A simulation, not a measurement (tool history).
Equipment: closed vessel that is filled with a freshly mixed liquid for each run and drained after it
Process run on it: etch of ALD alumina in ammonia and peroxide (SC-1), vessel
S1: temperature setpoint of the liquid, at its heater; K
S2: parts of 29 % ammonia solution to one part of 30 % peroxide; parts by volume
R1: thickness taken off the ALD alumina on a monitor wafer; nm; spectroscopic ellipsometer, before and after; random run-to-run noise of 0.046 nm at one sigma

run 1 hour=0.0 | S1=325.15 S2=0.80 time_in_the_liquid_(s)=70 | R1=5.4812
run 2 hour=8.7 | S1=325.15 S2=0.80 time_in_the_liquid_(s)=70 | R1=5.4662
run 3 hour=13.2 | S1=325.15 S2=0.80 time_in_the_liquid_(s)=40 | R1=3.1272
run 4 hour=20.7 | S1=325.15 S2=1.05 time_in_the_liquid_(s)=40 | R1=3.2241
run 5 hour=22.7 | S1=325.15 S2=1.05 time_in_the_liquid_(s)=40 | R1=3.2375
run 6 hour=26.3 | S1=325.15 S2=1.05 time_in_the_liquid_(s)=70 | R1=5.6030
run 7 hour=32.5 | S1=328.65 S2=1.05 time_in_the_liquid_(s)=70 | R1=6.8251
run 8 hour=36.4 | S1=330.15 S2=1.05 time_in_the_liquid_(s)=70 | R1=7.3958
run 9 hour=42.3 | S1=331.65 S2=1.05 time_in_the_liquid_(s)=70 | R1=7.9504
run 10 hour=44.7 | S1=332.65 S2=1.05 time_in_the_liquid_(s)=70 | R1=8.3254
run 11 hour=46.1 | S1=333.65 S2=1.05 time_in_the_liquid_(s)=70 | R1=8.8867
run 12 hour=54.8 | S1=334.15 S2=1.05 time_in_the_liquid_(s)=70 | R1=9.0351
run 13 hour=61.1 | S1=334.65 S2=1.05 time_in_the_liquid_(s)=70 | R1=9.2206

The next listed run, before its measurement:
run 14 hour=65.5 | S1=336.65 S2=1.05 time_in_the_liquid_(s)=70 | R1=?

{"run 14": {"R1": 10.229}}

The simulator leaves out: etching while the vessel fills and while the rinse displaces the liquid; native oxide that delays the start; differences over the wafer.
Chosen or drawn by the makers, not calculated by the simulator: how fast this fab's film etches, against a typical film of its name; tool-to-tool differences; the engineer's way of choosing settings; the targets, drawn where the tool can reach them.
